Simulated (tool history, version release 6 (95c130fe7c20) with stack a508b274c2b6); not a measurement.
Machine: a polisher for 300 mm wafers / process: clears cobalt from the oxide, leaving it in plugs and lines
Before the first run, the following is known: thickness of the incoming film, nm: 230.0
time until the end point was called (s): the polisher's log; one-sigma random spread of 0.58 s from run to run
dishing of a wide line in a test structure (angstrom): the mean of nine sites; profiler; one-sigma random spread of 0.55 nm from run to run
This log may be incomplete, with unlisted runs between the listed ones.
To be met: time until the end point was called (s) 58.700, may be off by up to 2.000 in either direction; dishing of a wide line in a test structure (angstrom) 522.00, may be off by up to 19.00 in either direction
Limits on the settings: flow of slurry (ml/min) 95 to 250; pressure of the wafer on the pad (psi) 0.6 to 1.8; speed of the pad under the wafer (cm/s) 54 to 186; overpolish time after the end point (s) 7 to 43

run    day  flow of slurry (ml/min)  pressure of the wafer on the pad (psi)  speed of the pad under the wafer (cm/s)  overpolish time after the end point (s)  time until the end point was called (s)  dishing of a wide line in a test structure (angstrom)
  1  0.000                      160                                     1.2                                      118                                       22                                   80.342                                                 437.98
  2  0.271                      160                                     1.2                                      144                                       22                                   66.892                                                 481.31
  3  0.321                      160                                     1.2                                      116                                       22                                   82.206                                                 437.95
  4  0.542                      160                                     1.2                                      116                                       26                                   81.941                                                 469.44
  5  0.788                      170                                     1.3                                      116                                       25                                   74.445                                                 481.05
     0.958  -- head pressure recalibrated
  6  0.958                      170                                     1.1                                      116                                       25                                   81.032                                                 465.18
  7  1.312                      190                                     1.2                                      116                                       25                                   74.397                                                 484.82
  8  1.571                      205                                     1.3                                      116                                       24                                   68.829                                                 481.00
  9  1.933                      215                                     1.3                                      116                                       24                                   66.831                                                 489.06
 10  1.958                      220                                     1.3                                      116                                       24                                   68.011                                                 489.97
 11  2.146                      225                                     1.4                                      116                                       24                                   62.960                                                 503.61
 12  2.271                      230                                     1.4                                      116                                       24                                   63.326                                                 501.48
 13  2.408                      235                                     1.4                                      116                                       24                                   63.827                                                 506.35

Of the 4 settings listed for the next run, only one would bring every result within its allowed miss of target. Which one?
  A  2.546                      250                                     1.4                                      124                                       24                                        ?                                                      ?
  B  2.546                      250                                     1.2                                      118                                       25                                        ?                                                      ?
  C  2.546                      205                                     1.6                                      118                                       19                                        ?                                                      ?
  D  2.546                      230                                     1.5                                      110                                       22                                        ?                                                      ?

move  time until the end point was called (s)  dishing of a wide line in a test structure (angstrom)
   A                                   58.880                                                 517.52
   B                                   70.730                                                 488.02
   C                                   56.089                                                 477.21
   D                                   62.610                                                 485.98
A: every result within its allowed miss
B: the biggest miss grows against the last run
C: carries the result that was furthest off beyond its target, to the other side
D: better than the last run, though not everything is in spec
Move A is the one to make.

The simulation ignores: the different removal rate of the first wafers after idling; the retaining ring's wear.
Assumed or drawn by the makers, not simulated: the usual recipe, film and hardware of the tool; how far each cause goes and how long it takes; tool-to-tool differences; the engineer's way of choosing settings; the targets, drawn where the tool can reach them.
